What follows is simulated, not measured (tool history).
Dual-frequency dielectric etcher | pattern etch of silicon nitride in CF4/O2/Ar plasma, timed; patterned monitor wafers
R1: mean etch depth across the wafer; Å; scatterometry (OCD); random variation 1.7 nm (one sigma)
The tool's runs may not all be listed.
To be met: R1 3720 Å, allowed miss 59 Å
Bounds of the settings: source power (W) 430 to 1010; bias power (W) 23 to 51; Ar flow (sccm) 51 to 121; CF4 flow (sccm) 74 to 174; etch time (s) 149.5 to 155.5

{"run": 1, "day": 0.0, "source power (W)": 720, "bias power (W)": 37, "Ar flow (sccm)": 86, "CF4 flow (sccm)": 124, "etch time (s)": 149.5, "R1": 3443.4}
{"run": 2, "day": 0.092, "source power (W)": 730, "bias power (W)": 37, "Ar flow (sccm)": 86, "CF4 flow (sccm)": 124, "etch time (s)": 149.5, "R1": 3490.2}
{"run": 3, "day": 0.138, "source power (W)": 740, "bias power (W)": 37, "Ar flow (sccm)": 86, "CF4 flow (sccm)": 124, "etch time (s)": 149.5, "R1": 3519.5}
{"run": 4, "day": 0.267, "source power (W)": 740, "bias power (W)": 37, "Ar flow (sccm)": 100, "CF4 flow (sccm)": 124, "etch time (s)": 149.5, "R1": 3414.9}
{"run": 5, "day": 0.488, "source power (W)": 740, "bias power (W)": 37, "Ar flow (sccm)": 100, "CF4 flow (sccm)": 124, "etch time (s)": 155.5, "R1": 3553.1}
{"day": 0.767, "done": "bias power generator calibrated"}
{"run": 6, "day": 0.767, "source power (W)": 750, "bias power (W)": 37, "Ar flow (sccm)": 100, "CF4 flow (sccm)": 124, "etch time (s)": 155.5, "R1": 3585}
{"run": 7, "day": 0.796, "source power (W)": 760, "bias power (W)": 37, "Ar flow (sccm)": 100, "CF4 flow (sccm)": 124, "etch time (s)": 155.5, "R1": 3621.2}
{"run": 8, "day": 1.133, "source power (W)": 770, "bias power (W)": 37, "Ar flow (sccm)": 100, "CF4 flow (sccm)": 124, "etch time (s)": 155.5, "R1": 3675.8}

5 next moves are on the table. One of them brings every result within its allowed miss. Which?
{"run": "A", "day": 1.471, "source power (W)": 750, "bias power (W)": 36, "Ar flow (sccm)": 82, "CF4 flow (sccm)": 143, "etch time (s)": 151, "R1": "?"}
{"run": "B", "day": 1.471, "source power (W)": 760, "bias power (W)": 41, "Ar flow (sccm)": 91, "CF4 flow (sccm)": 121, "etch time (s)": 151, "R1": "?"}
{"run": "C", "day": 1.471, "source power (W)": 790, "bias power (W)": 42, "Ar flow (sccm)": 100, "CF4 flow (sccm)": 148, "etch time (s)": 149.5, "R1": "?"}
{"run": "D", "day": 1.471, "source power (W)": 760, "bias power (W)": 30, "Ar flow (sccm)": 92, "CF4 flow (sccm)": 113, "etch time (s)": 155.5, "R1": "?"}
{"run": "E", "day": 1.471, "source power (W)": 760, "bias power (W)": 39, "Ar flow (sccm)": 103, "CF4 flow (sccm)": 126, "etch time (s)": 153.5, "R1": "?"}

move=A R1=3622.1
move=B R1=3635.3
move=C R1=3723.5
move=D R1=3528.5
move=E R1=3596.1
A: further off than the last run
B: further off than the last run
C: meets every target
D: further off than the last run
E: further off than the last run
Move C is the one to make.
